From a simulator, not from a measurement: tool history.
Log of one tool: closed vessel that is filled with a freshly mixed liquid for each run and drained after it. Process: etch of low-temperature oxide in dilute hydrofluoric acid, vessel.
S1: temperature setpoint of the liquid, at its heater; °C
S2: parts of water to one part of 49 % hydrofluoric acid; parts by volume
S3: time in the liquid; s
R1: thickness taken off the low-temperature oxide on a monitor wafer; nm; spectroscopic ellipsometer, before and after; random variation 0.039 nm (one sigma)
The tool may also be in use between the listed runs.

run,hour,S1,S2,S3,R1
1,0.0,23.0,240,95,12.0400
2,1.5,22.5,245,95,11.5030
3,5.5,22.5,245,100,12.1980
4,11.9,22.5,245,100,12.1490
5,20.6,22.0,245,100,12.0090
6,23.2,21.5,245,100,11.6700
7,27.6,21.0,245,100,11.5380
8,31.7,21.0,245,100,11.5590
9,40.9,20.5,250,100,10.9960
10,48.2,20.0,250,100,10.8560
11,51.0,19.5,250,100,10.5730
12,58.7,19.0,250,100,10.4880
13,64.3,18.0,260,100,9.5384

Forecast run 14:
14,71.6,17.5,265,100,?

Run 14 gave R1 9.1573 nm.
